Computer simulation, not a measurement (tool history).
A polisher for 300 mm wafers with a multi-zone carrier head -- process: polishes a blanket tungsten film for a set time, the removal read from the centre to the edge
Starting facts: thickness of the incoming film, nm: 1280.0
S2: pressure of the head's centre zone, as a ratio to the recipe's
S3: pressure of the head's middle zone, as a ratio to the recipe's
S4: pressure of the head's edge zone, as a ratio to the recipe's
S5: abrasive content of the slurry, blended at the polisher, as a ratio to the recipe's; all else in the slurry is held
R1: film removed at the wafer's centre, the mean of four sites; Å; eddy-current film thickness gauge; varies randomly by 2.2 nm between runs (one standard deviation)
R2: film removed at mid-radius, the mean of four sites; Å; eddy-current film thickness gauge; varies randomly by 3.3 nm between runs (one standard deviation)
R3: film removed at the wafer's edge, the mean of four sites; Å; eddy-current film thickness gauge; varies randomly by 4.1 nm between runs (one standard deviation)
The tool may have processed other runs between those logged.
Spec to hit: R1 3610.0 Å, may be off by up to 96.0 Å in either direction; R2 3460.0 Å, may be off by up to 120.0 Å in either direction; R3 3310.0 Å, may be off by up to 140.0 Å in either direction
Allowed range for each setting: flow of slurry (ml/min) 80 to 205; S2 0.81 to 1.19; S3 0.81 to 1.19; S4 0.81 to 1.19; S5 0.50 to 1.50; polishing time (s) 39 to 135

Run 1, hour 0.0: flow of slurry (ml/min) 135, S2 1.00, S3 1.00, S4 1.00, S5 1.00, polishing time (s) 87. Result: R1 4496.6 Å, R2 4434.3 Å, R3 4624.0 Å.
Run 2, hour 5.3: flow of slurry (ml/min) 135, S2 1.00, S3 1.00, S4 1.00, S5 1.00, polishing time (s) 97. Result: R1 5031.5 Å, R2 4921.8 Å, R3 5158.7 Å.
Run 3, hour 8.3: flow of slurry (ml/min) 135, S2 1.00, S3 1.00, S4 0.94, S5 1.00, polishing time (s) 97. Result: R1 4982.5 Å, R2 4935.7 Å, R3 5058.7 Å.
Run 4, hour 9.6: flow of slurry (ml/min) 135, S2 1.00, S3 1.00, S4 0.94, S5 0.85, polishing time (s) 97. Result: R1 4883.8 Å, R2 4752.4 Å, R3 4793.7 Å.
Run 5, hour 17.6: flow of slurry (ml/min) 135, S2 1.00, S3 0.99, S4 0.92, S5 0.80, polishing time (s) 93. Result: R1 4655.2 Å, R2 4459.2 Å, R3 4552.9 Å.
Run 6, hour 24.3: flow of slurry (ml/min) 135, S2 1.00, S3 0.99, S4 0.99, S5 0.80, polishing time (s) 93. Result: R1 4580.3 Å, R2 4474.7 Å, R3 4673.6 Å.
Run 7, hour 26.8: flow of slurry (ml/min) 135, S2 1.00, S3 0.99, S4 0.96, S5 0.75, polishing time (s) 90. Result: R1 4425.7 Å, R2 4296.5 Å, R3 4413.6 Å.
Run 8, hour 29.4: flow of slurry (ml/min) 130, S2 1.00, S3 0.99, S4 0.93, S5 0.70, polishing time (s) 87. Result: R1 4156.3 Å, R2 4016.5 Å, R3 4085.5 Å.
Run 9, hour 32.5: flow of slurry (ml/min) 125, S2 1.00, S3 0.99, S4 0.91, S5 0.65, polishing time (s) 86. Result: R1 4002.3 Å, R2 3947.4 Å, R3 3987.4 Å.
Run 10, hour 39.2: flow of slurry (ml/min) 125, S2 1.01, S3 0.99, S4 0.89, S5 0.60, polishing time (s) 84. Result: R1 3894.7 Å, R2 3792.1 Å, R3 3785.0 Å.
Run 11, hour 40.7: flow of slurry (ml/min) 120, S2 1.02, S3 0.99, S4 0.87, S5 0.60, polishing time (s) 83. Result: R1 3821.6 Å, R2 3722.5 Å, R3 3720.4 Å.
Run 12, hour 47.0: flow of slurry (ml/min) 120, S2 1.02, S3 0.99, S4 0.87, S5 0.60, polishing time (s) 83. Result: R1 3882.3 Å, R2 3720.2 Å, R3 3707.3 Å.
Run 13, hour 53.5: flow of slurry (ml/min) 115, S2 1.03, S3 0.99, S4 0.86, S5 0.60, polishing time (s) 82. Result: R1 3781.4 Å, R2 3617.0 Å, R3 3625.3 Å.
Run 14, hour 60.7: flow of slurry (ml/min) 115, S2 1.04, S3 1.00, S4 0.85, S5 0.60, polishing time (s) 81. Result: R1 3822.9 Å, R2 3660.2 Å, R3 3605.5 Å.
Run 15, hour 61.5: flow of slurry (ml/min) 95, S2 1.06, S3 1.02, S4 0.81, S5 0.50, polishing time (s) 78. Result: R1 3470.4 Å, R2 3204.8 Å, R3 3157.1 Å.
Run 16, hour 66.4: flow of slurry (ml/min) 100, S2 1.06, S3 1.02, S4 0.81, S5 0.50, polishing time (s) 78. Result: R1 3550.0 Å, R2 3333.7 Å, R3 3268.0 Å.

Below are 4 possible settings for the next run. Only one of them brings all results inside the allowed miss of their targets. Which is it?
Run A, hour 71.3: flow of slurry (ml/min) 120, S2 1.04, S3 1.00, S4 0.81, S5 0.55, polishing time (s) 78. Result: R1 ?, R2 ?, R3 ?.
Run B, hour 71.3: flow of slurry (ml/min) 80, S2 1.10, S3 0.96, S4 0.89, S5 0.50, polishing time (s) 82. Result: R1 ?, R2 ?, R3 ?.
Run C, hour 71.3: flow of slurry (ml/min) 145, S2 1.13, S3 1.11, S4 0.81, S5 0.55, polishing time (s) 69. Result: R1 ?, R2 ?, R3 ?.
Run D, hour 71.3: flow of slurry (ml/min) 105, S2 1.04, S3 0.99, S4 0.84, S5 0.55, polishing time (s) 75. Result: R1 ?, R2 ?, R3 ?.

move      R1      R2      R3
   A  3645.2  3427.9  3330.1
   B  3611.0  3146.9  3345.7
   C  3644.8  3407.2  3012.9
   D  3401.6  3185.4  3180.6
A: in spec on every target
B: lands further from the targets than the last run did
C: puts the biggest miss on target and leaves a different result outside tolerance
D: lands further from the targets than the last run did
Move A is the one to make.
